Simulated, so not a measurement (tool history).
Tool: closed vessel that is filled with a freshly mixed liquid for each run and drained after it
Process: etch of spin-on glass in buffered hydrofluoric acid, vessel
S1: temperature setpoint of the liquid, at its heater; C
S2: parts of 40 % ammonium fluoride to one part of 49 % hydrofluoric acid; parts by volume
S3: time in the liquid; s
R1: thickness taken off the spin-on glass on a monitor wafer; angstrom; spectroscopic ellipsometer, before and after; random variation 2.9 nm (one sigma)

Run 1, day 0: S1 22 C, S2 14 parts by volume, S3 95 s. Result: R1 1775.1 angstrom.
Run 2, day 0.346: S1 22 C, S2 16 parts by volume, S3 95 s. Result: R1 1557.7 angstrom.
Run 3, day 0.692: S1 22 C, S2 13 parts by volume, S3 95 s. Result: R1 1885.7 angstrom.
Run 4, day 0.896: S1 22 C, S2 13 parts by volume, S3 95 s. Result: R1 1924.3 angstrom.
Run 5, day 1.017: S1 24 C, S2 12 parts by volume, S3 95 s. Result: R1 2317.6 angstrom.
Run 6, day 1.179: S1 24 C, S2 12 parts by volume, S3 105 s. Result: R1 2541.7 angstrom.
Run 7, day 1.517: S1 25.5 C, S2 11.5 parts by volume, S3 105 s. Result: R1 2872.2 angstrom.
Run 8, day 1.617: S1 26.5 C, S2 11.5 parts by volume, S3 105 s. Result: R1 3023.1 angstrom.
Run 9, day 1.712: S1 27.5 C, S2 11.5 parts by volume, S3 105 s. Result: R1 3224.7 angstrom.
Run 10, day 1.783: S1 28 C, S2 11.5 parts by volume, S3 105 s. Result: R1 3287.2 angstrom.

The next listed run, before its measurement:
Run 11, day 1.946: S1 28.5 C, S2 11.5 parts by volume, S3 105 s. Result: R1 ?.

{"run 11": {"R1": 3340.9}}

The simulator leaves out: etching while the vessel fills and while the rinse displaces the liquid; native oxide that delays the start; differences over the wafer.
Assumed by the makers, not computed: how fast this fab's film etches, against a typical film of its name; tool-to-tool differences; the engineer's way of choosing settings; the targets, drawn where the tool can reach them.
